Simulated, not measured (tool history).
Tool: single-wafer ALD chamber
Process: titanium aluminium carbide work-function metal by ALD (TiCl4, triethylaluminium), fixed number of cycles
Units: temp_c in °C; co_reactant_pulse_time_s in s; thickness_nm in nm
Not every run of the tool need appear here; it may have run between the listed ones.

run 1 hour=0.0 | temp_c=300 co_reactant_pulse_time_s=13.40 | thickness_nm=2.1773
run 2 hour=7.6 | temp_c=296 co_reactant_pulse_time_s=13.40 | thickness_nm=2.1240
run 3 hour=8.4 | temp_c=296 co_reactant_pulse_time_s=11.68 | thickness_nm=2.1107
run 4 hour=16.4 | temp_c=289 co_reactant_pulse_time_s=11.68 | thickness_nm=2.0398
run 5 hour=21.8 | temp_c=296 co_reactant_pulse_time_s=11.68 | thickness_nm=2.1166
run 6 hour=23.6 | temp_c=296 co_reactant_pulse_time_s=9.30 | thickness_nm=2.0546
run 7 hour=25.9 | temp_c=295 co_reactant_pulse_time_s=9.20 | thickness_nm=2.0411

Forecast run 8:
run 8 hour=29.9 | temp_c=294 co_reactant_pulse_time_s=9.12 | thickness_nm=?

Run 8 measured thickness_nm 2.0319 nm.

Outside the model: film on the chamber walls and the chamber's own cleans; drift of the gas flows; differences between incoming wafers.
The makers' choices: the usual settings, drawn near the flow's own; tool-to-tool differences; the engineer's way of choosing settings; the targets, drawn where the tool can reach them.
